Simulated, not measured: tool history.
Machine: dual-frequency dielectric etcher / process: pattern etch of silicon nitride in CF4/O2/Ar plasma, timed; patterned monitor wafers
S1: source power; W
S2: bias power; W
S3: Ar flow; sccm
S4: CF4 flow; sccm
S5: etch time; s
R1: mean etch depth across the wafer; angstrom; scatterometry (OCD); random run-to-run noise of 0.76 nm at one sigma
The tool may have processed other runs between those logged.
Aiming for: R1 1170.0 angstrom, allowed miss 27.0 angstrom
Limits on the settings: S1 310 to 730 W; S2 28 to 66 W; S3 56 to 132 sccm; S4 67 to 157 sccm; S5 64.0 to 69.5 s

Run 1, hour 0.0: S1 520 W, S2 47 W, S3 94 sccm, S4 112 sccm, S5 69.5 s. Result: R1 1364.1 angstrom.
Run 2, hour 6.5: S1 490 W, S2 47 W, S3 94 sccm, S4 112 sccm, S5 69.5 s. Result: R1 1325.4 angstrom.
Run 3, hour 14.6: S1 460 W, S2 47 W, S3 94 sccm, S4 112 sccm, S5 69.5 s. Result: R1 1264.7 angstrom.
Run 4, hour 15.3: S1 500 W, S2 47 W, S3 94 sccm, S4 112 sccm, S5 69.5 s. Result: R1 1330.5 angstrom.
Run 5, hour 22.1: S1 550 W, S2 47 W, S3 94 sccm, S4 112 sccm, S5 69.5 s. Result: R1 1404.0 angstrom.
Run 6, hour 26.3: S1 500 W, S2 46 W, S3 94 sccm, S4 112 sccm, S5 69.5 s. Result: R1 1314.5 angstrom.
Run 7, hour 33.9: S1 470 W, S2 46 W, S3 94 sccm, S4 112 sccm, S5 69.5 s. Result: R1 1275.7 angstrom.
Run 8, hour 35.9: S1 450 W, S2 46 W, S3 94 sccm, S4 112 sccm, S5 69.5 s. Result: R1 1241.0 angstrom.
Run 9, hour 41.8: S1 440 W, S2 46 W, S3 94 sccm, S4 112 sccm, S5 69.5 s. Result: R1 1214.9 angstrom.

Which one of the following 5 next-run settings gets every result inside its allowed miss? There is exactly one.
Run A, hour 47.7: S1 470 W, S2 53 W, S3 91 sccm, S4 107 sccm, S5 68.0 s. Result: R1 ?.
Run B, hour 47.7: S1 440 W, S2 55 W, S3 118 sccm, S4 104 sccm, S5 64.0 s. Result: R1 ?.
Run C, hour 47.7: S1 310 W, S2 60 W, S3 93 sccm, S4 144 sccm, S5 69.0 s. Result: R1 ?.
Run D, hour 47.7: S1 500 W, S2 45 W, S3 99 sccm, S4 119 sccm, S5 69.5 s. Result: R1 ?.
Run E, hour 47.7: S1 380 W, S2 51 W, S3 101 sccm, S4 114 sccm, S5 68.0 s. Result: R1 ?.

move      R1
   A  1306.8
   B  1162.5
   C  1116.6
   D  1316.5
   E  1127.9
A: further off than the last run
B: in spec on every target
C: takes the biggest miss from the last run beyond its target
D: further off than the last run
E: takes the biggest miss from the last run beyond its target
Correct choice: B, which meets every target
